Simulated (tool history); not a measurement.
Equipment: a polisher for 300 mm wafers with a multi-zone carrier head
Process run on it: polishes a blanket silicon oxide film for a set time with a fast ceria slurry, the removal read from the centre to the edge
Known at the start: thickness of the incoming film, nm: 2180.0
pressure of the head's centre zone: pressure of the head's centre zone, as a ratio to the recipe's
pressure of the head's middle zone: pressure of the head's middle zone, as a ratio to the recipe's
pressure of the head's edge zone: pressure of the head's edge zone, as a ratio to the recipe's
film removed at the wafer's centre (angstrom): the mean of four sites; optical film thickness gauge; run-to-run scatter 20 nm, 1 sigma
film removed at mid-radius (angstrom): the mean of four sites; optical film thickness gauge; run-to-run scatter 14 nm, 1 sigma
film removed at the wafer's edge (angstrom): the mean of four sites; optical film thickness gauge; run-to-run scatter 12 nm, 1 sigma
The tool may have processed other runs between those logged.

run	day	flow of slurry (ml/min)	pressure of the head's centre zone	pressure of the head's middle zone	pressure of the head's edge zone	polishing time (s)	film removed at the wafer's centre (angstrom)	film removed at mid-radius (angstrom)	film removed at the wafer's edge (angstrom)
1	0	135	1	1	1	65	9449.5	9524.1	9148.9
2	0.325	135	1.04	1	1	65	9897.5	9441.9	9047.1
3	0.558	140	1.05	0.98	1.03	68	10453	9766.7	9668.1
4	0.758	145	1.06	0.97	1.06	71	11468	10264	10466
5	1.038	150	1.06	0.97	1.09	72	11186	10693	10587
6	1.125	150	1.07	0.95	1.1	74	11501	10701	10807
7	1.425	150	1.08	0.93	1.11	77	12355	11103	11772
8	1.738	155	1.09	0.92	1.12	78	12617	11207	11704
9	2	155	1.1	0.91	1.13	79	12954	11173	11851
10	2.162	155	1.1	0.91	1.13	79	13277	11198	11883

Run 11, settings as shown, results not yet in. Your forecast:
11	2.404	155	1.1	0.9	1.14	80	?	?	?

{"run 11": {"film removed at the wafer's centre (angstrom)": 13121, "film removed at mid-radius (angstrom)": 11308, "film removed at the wafer's edge (angstrom)": 12247}}

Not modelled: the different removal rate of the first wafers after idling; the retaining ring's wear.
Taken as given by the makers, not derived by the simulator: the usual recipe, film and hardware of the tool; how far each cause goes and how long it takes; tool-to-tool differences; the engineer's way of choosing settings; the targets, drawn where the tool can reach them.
